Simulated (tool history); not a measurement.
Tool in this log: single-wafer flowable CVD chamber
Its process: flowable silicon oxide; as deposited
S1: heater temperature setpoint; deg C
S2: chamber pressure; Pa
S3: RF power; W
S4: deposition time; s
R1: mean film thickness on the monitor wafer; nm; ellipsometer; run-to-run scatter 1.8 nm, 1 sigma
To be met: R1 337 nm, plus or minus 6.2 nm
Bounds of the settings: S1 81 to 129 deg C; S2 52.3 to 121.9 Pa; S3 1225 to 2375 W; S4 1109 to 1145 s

run,hour,S1,S2,S3,S4,R1
1,0,105,87.1,1800,1109,379.43
2,0.5,105,99.6,1800,1109,435.46
3,8.8,105,90.1,1800,1109,392
4,14.3,105,80.7,1800,1109,356.73
5,16.3,106,80.7,1800,1109,342.74
6,24.1,98,80.7,1800,1109,434.97
7,29.7,100,80.7,1800,1109,414.58
8,32.1,102,80.7,1800,1109,387.04

Of the 5 settings listed for the next run, only one would bring every result within its allowed miss of target. Which one?
A,34.5,99,83.2,1920,1145,?
B,34.5,99,69.2,1650,1121,?
C,34.5,104,75.2,1940,1109,?
D,34.5,109,88.4,1635,1129,?
E,34.5,97,72.5,1765,1145,?

move,R1
A,460.02
B,359.96
C,349.39
D,340.67
E,416.43
A: its largest miss is bigger than the last run's
B: an improvement on the last run, though not all results are within tolerance
C: an improvement on the last run, though not all results are within tolerance
D: in spec on every target
E: its largest miss is bigger than the last run's
Answer: D
